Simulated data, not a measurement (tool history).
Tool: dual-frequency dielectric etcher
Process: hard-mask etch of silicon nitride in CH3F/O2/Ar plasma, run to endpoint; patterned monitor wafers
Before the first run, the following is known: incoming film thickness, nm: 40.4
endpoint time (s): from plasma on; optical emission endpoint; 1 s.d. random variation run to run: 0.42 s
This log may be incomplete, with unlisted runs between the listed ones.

Run 1, hour 0: source power (W) 320, bias power (W) 90. Result: endpoint time (s) 64.618.
Run 2, hour 5.9: source power (W) 320, bias power (W) 78. Result: endpoint time (s) 68.497.
Run 3, hour 13.8: source power (W) 320, bias power (W) 69. Result: endpoint time (s) 72.166.
Run 4, hour 20.4: source power (W) 290, bias power (W) 69. Result: endpoint time (s) 75.029.
Run 5, hour 25.6: source power (W) 240, bias power (W) 69. Result: endpoint time (s) 80.08.
Run 6, hour 33.9: source power (W) 290, bias power (W) 69. Result: endpoint time (s) 74.096.
Run 7, hour 35.8: source power (W) 310, bias power (W) 73. Result: endpoint time (s) 71.72.
Run 8, hour 41.4: source power (W) 320, bias power (W) 77. Result: endpoint time (s) 69.051.
Run 9, hour 49.7: source power (W) 330, bias power (W) 80. Result: endpoint time (s) 66.885.
Run 10, hour 54.2: source power (W) 340, bias power (W) 82. Result: endpoint time (s) 65.736.
Run 11, hour 59.3: source power (W) 350, bias power (W) 84. Result: endpoint time (s) 64.993.
Run 12, hour 61.6: source power (W) 360, bias power (W) 87. Result: endpoint time (s) 63.139.
Run 13, hour 62.4: source power (W) 370, bias power (W) 89. Result: endpoint time (s) 61.354.
Run 14, hour 68.8: source power (W) 430, bias power (W) 104. Result: endpoint time (s) 55.598.

What does the tool deliver on the next run?
Run 15, hour 74.1: source power (W) 430, bias power (W) 105. Result: endpoint time (s) ?.

Run 15 came out at endpoint time (s) 54.544.
